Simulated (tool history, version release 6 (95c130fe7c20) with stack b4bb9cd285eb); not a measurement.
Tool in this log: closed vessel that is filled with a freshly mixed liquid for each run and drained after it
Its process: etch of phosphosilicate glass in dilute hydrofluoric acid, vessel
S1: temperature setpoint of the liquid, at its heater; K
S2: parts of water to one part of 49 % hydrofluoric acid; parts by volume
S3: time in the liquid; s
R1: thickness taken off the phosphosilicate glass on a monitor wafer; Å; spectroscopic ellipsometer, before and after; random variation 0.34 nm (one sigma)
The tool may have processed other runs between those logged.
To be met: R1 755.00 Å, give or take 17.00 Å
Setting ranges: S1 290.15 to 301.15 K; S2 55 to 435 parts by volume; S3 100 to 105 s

run  hour      S1   S2   S3      R1
  1   0.0  293.15  245  100  616.14
  2   1.6  294.65  245  100  652.32
  3  10.5  295.65  245  100  675.95
  4  11.7  295.65  305  100  511.21
  5  16.1  297.15  305  100  543.06
  6  20.5  299.15  305  100  576.17
  7  28.5  299.65  290  100  625.19
  8  31.9  300.15  280  100  664.33
  9  37.7  300.65  275  100  695.22
 10  44.9  300.65  270  100  705.80
 11  52.5  300.65  265  100  725.90

Pick the move, out of 4, that brings all results within their allowed miss; only one does.
  A  60.1  301.15  290  105   ?
  B  60.1  298.15  260  105   ?
  C  60.1  296.65  240  105   ?
  D  60.1  299.65  265  100   ?

move      R1
   A  690.19
   B  717.00
   C  751.51
   D  702.17
A: the biggest miss grows against the last run
B: the biggest miss grows against the last run
C: every result within its allowed miss
D: the biggest miss grows against the last run
Go with C: it meets all targets.
